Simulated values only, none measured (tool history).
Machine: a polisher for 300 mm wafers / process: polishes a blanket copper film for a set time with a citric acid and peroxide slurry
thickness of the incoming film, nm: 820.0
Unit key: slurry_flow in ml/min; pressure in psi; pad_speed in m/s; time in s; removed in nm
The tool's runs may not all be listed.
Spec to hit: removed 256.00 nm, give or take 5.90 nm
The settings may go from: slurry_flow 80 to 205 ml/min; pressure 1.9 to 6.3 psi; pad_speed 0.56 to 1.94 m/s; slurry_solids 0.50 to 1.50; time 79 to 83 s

run,hour,slurry_flow,pressure,pad_speed,slurry_solids,time,removed
1,0.0,135,4.1,1.24,1.00,79,288.46
2,7.8,125,4.0,1.24,1.00,79,279.32
3,9.2,120,3.9,1.24,1.00,79,269.78
4,12.1,120,3.9,1.06,1.00,79,231.34
5,13.9,130,3.9,1.06,1.00,79,234.68
6,21.7,140,3.9,1.06,1.00,79,238.85
7,28.1,145,3.9,1.06,1.00,79,239.97
8,29.4,145,3.9,1.06,1.00,79,239.63
9,34.9,150,3.9,1.06,1.00,79,241.44
10,40.5,155,3.9,1.06,1.00,79,245.13
11,47.4,160,3.9,1.06,1.00,79,244.99

Exercise: of the 4 proposed moves below, exactly one satisfies all targets within the stated allowed misses. Which move is it?
A,54.3,175,3.9,1.00,1.00,79,?
B,54.3,145,3.8,1.04,1.05,79,?
C,54.3,130,3.9,1.02,0.95,83,?
D,54.3,165,4.0,1.08,0.85,82,?

move,removed
A,235.33
B,233.57
C,236.08
D,257.98
A: lands further from the targets than the last run did
B: lands further from the targets than the last run did
C: lands further from the targets than the last run did
D: all results in spec
Answer: D
